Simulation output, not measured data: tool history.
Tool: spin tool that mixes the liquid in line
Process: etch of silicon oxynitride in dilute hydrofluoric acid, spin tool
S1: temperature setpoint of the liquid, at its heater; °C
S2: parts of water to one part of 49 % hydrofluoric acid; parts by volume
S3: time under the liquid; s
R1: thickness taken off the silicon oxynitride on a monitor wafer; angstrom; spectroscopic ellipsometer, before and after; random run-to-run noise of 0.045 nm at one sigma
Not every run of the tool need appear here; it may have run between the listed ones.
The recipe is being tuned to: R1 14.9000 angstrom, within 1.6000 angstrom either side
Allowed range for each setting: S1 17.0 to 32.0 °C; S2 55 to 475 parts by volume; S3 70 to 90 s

{"run": 1, "day": 0.0, "S1": 24.0, "S2": 265, "S3": 90, "R1": 4.3708}
{"run": 2, "day": 0.212, "S1": 24.0, "S2": 265, "S3": 90, "R1": 4.6886}
{"run": 3, "day": 0.242, "S1": 24.0, "S2": 225, "S3": 90, "R1": 5.5973}
{"run": 4, "day": 0.579, "S1": 25.5, "S2": 175, "S3": 90, "R1": 8.2528}
{"run": 5, "day": 0.875, "S1": 25.5, "S2": 175, "S3": 90, "R1": 8.5088}
{"run": 6, "day": 1.204, "S1": 27.0, "S2": 160, "S3": 90, "R1": 9.146}
{"run": 7, "day": 1.304, "S1": 27.0, "S2": 135, "S3": 90, "R1": 12.109}
{"run": 8, "day": 1.375, "S1": 27.5, "S2": 130, "S3": 90, "R1": 12.796}
{"run": 9, "day": 1.404, "S1": 29.0, "S2": 105, "S3": 90, "R1": 17.109}

Exercise: of the 4 proposed moves below, exactly one satisfies all targets within the stated allowed misses. Which move is it?
{"run": "A", "day": 1.433, "S1": 28.5, "S2": 90, "S3": 90, "R1": "?"}
{"run": "B", "day": 1.433, "S1": 28.5, "S2": 105, "S3": 85, "R1": "?"}
{"run": "C", "day": 1.433, "S1": 30.0, "S2": 90, "S3": 90, "R1": "?"}
{"run": "D", "day": 1.433, "S1": 30.5, "S2": 95, "S3": 90, "R1": "?"}

move=A R1=20.2310
move=B R1=16.1400
move=C R1=21.6580
move=D R1=20.8770
A: further off than the last run
B: all results in spec
C: further off than the last run
D: further off than the last run
The right move is B.
